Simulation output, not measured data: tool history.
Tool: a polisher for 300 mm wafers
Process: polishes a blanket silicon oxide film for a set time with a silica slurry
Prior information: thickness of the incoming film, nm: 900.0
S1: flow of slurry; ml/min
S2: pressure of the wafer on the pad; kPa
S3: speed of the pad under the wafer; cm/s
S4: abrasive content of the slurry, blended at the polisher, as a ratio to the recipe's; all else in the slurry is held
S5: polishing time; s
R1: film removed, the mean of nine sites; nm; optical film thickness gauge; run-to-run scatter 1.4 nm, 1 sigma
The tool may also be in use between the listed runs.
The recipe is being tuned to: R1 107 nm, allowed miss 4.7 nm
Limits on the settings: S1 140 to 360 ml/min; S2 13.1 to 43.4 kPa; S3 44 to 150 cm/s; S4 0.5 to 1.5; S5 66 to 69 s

{"run": 1, "hour": 0.0, "S1": 230, "S2": 28.3, "S3": 96, "S4": 1, "S5": 66, "R1": 161.95}
{"run": 2, "hour": 3.1, "S1": 230, "S2": 28.3, "S3": 96, "S4": 1, "S5": 69, "R1": 169.16}
{"run": 3, "hour": 4.4, "S1": 230, "S2": 28.3, "S3": 96, "S4": 0.8, "S5": 69, "R1": 156.5}
{"run": 4, "hour": 11.6, "S1": 230, "S2": 26.2, "S3": 96, "S4": 0.8, "S5": 69, "R1": 147.33}
{"run": 5, "hour": 13.8, "S1": 230, "S2": 26.2, "S3": 120, "S4": 0.8, "S5": 69, "R1": 171.6}
{"run": 6, "hour": 21.5, "S1": 285, "S2": 26.2, "S3": 120, "S4": 0.8, "S5": 69, "R1": 181.05}
{"run": 7, "hour": 24.4, "S1": 280, "S2": 23.4, "S3": 118, "S4": 0.8, "S5": 69, "R1": 158.21}
{"run": 8, "hour": 31.6, "S1": 280, "S2": 21.4, "S3": 118, "S4": 0.8, "S5": 69, "R1": 151.08}
{"run": 9, "hour": 40.1, "S1": 280, "S2": 20, "S3": 116, "S4": 0.8, "S5": 69, "R1": 146.36}
{"run": 10, "hour": 48.9, "S1": 280, "S2": 18.6, "S3": 112, "S4": 0.8, "S5": 69, "R1": 134.26}
{"run": 11, "hour": 54.0, "S1": 280, "S2": 17.2, "S3": 110, "S4": 0.8, "S5": 69, "R1": 128.12}
{"run": 12, "hour": 61.0, "S1": 280, "S2": 16.5, "S3": 108, "S4": 0.8, "S5": 69, "R1": 123.36}
{"run": 13, "hour": 66.4, "S1": 280, "S2": 15.9, "S3": 106, "S4": 0.8, "S5": 69, "R1": 117.29}

Pick the move, out of 5, that brings all results within their allowed miss; only one does.
{"run": "A", "hour": 71.8, "S1": 270, "S2": 14.5, "S3": 114, "S4": 0.8, "S5": 69, "R1": "?"}
{"run": "B", "hour": 71.8, "S1": 290, "S2": 15.9, "S3": 90, "S4": 0.95, "S5": 66, "R1": "?"}
{"run": "C", "hour": 71.8, "S1": 325, "S2": 18.6, "S3": 96, "S4": 0.7, "S5": 68, "R1": "?"}
{"run": "D", "hour": 71.8, "S1": 275, "S2": 13.1, "S3": 98, "S4": 1.25, "S5": 68, "R1": "?"}
{"run": "E", "hour": 71.8, "S1": 270, "S2": 14.5, "S3": 124, "S4": 0.85, "S5": 66, "R1": "?"}

move=A R1=119.31
move=B R1=110.83
move=C R1=117.26
move=D R1=119.28
move=E R1=123.56
A: its largest miss is bigger than the last run's
B: every result within its allowed miss
C: no better and no worse than the last run
D: its largest miss is bigger than the last run's
E: its largest miss is bigger than the last run's
The right move is B.

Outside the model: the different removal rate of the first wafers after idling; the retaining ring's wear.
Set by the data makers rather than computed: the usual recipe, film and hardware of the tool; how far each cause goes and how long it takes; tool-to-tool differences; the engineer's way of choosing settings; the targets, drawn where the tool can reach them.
